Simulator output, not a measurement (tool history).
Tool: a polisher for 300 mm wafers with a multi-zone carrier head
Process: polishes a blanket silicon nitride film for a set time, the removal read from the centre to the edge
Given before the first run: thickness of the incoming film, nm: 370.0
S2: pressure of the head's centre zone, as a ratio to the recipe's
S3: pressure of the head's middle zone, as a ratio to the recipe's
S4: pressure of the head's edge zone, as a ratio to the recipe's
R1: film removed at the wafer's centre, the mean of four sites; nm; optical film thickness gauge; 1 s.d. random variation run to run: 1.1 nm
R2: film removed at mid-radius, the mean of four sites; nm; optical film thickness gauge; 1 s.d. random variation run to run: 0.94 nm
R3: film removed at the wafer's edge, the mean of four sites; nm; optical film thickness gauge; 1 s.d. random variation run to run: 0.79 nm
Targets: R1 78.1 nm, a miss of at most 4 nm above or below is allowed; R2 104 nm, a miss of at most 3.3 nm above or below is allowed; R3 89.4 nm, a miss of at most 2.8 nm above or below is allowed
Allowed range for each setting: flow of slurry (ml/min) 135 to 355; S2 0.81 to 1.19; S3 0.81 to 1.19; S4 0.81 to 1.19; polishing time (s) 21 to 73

Run 1, hour 0: flow of slurry (ml/min) 225, S2 1, S3 1, S4 1, polishing time (s) 47. Result: R1 77.741 nm, R2 80.673 nm, R3 79.829 nm.
Run 2, hour 2.4: flow of slurry (ml/min) 225, S2 1, S3 1, S4 1.05, polishing time (s) 47. Result: R1 79.224 nm, R2 80.274 nm, R3 82.075 nm.
Run 3, hour 4.4: flow of slurry (ml/min) 240, S2 0.97, S3 1.06, S4 1.06, polishing time (s) 48. Result: R1 78.971 nm, R2 84.504 nm, R3 84.654 nm.
Run 4, hour 6.8: flow of slurry (ml/min) 200, S2 0.97, S3 1.06, S4 1.06, polishing time (s) 48. Result: R1 74.775 nm, R2 84.486 nm, R3 83.046 nm.
Run 5, hour 14.5: flow of slurry (ml/min) 200, S2 0.97, S3 1.06, S4 1.06, polishing time (s) 38. Result: R1 58.696 nm, R2 65.399 nm, R3 65.912 nm.
Run 6, hour 17.7: flow of slurry (ml/min) 190, S2 0.96, S3 1.09, S4 1.04, polishing time (s) 43. Result: R1 68.197 nm, R2 75.566 nm, R3 74.836 nm.
Run 7, hour 26.4: flow of slurry (ml/min) 255, S2 0.86, S3 1.19, S4 0.94, polishing time (s) 51. Result: R1 73.767 nm, R2 101.23 nm, R3 85.801 nm.
Run 8, hour 33: flow of slurry (ml/min) 260, S2 0.87, S3 1.19, S4 0.95, polishing time (s) 51. Result: R1 74.435 nm, R2 102.07 nm, R3 86.59 nm.

Pick the move, out of 5, that brings all results within their allowed miss; only one does.
Run A, hour 39.6: flow of slurry (ml/min) 170, S2 0.87, S3 1.16, S4 1.08, polishing time (s) 55. Result: R1 ?, R2 ?, R3 ?.
Run B, hour 39.6: flow of slurry (ml/min) 250, S2 0.87, S3 1.18, S4 0.94, polishing time (s) 53. Result: R1 ?, R2 ?, R3 ?.
Run C, hour 39.6: flow of slurry (ml/min) 280, S2 0.94, S3 1.11, S4 0.88, polishing time (s) 52. Result: R1 ?, R2 ?, R3 ?.
Run D, hour 39.6: flow of slurry (ml/min) 285, S2 0.83, S3 1.17, S4 0.87, polishing time (s) 51. Result: R1 ?, R2 ?, R3 ?.
Run E, hour 39.6: flow of slurry (ml/min) 295, S2 0.92, S3 1.19, S4 0.82, polishing time (s) 51. Result: R1 ?, R2 ?, R3 ?.

move      R1      R2      R3
   A  74.189  97.448  94.881
   B  76.565  101.19  89.443
   C  82.393  96.015  86.068
   D  71.454  98.261  84.042
   E  79.604   99.87  82.067
A: moves the result that the last run missed by most past its target, out the other side
B: meets every target
C: its largest miss is bigger than the last run's
D: its largest miss is bigger than the last run's
E: its largest miss is bigger than the last run's
B meets every target.

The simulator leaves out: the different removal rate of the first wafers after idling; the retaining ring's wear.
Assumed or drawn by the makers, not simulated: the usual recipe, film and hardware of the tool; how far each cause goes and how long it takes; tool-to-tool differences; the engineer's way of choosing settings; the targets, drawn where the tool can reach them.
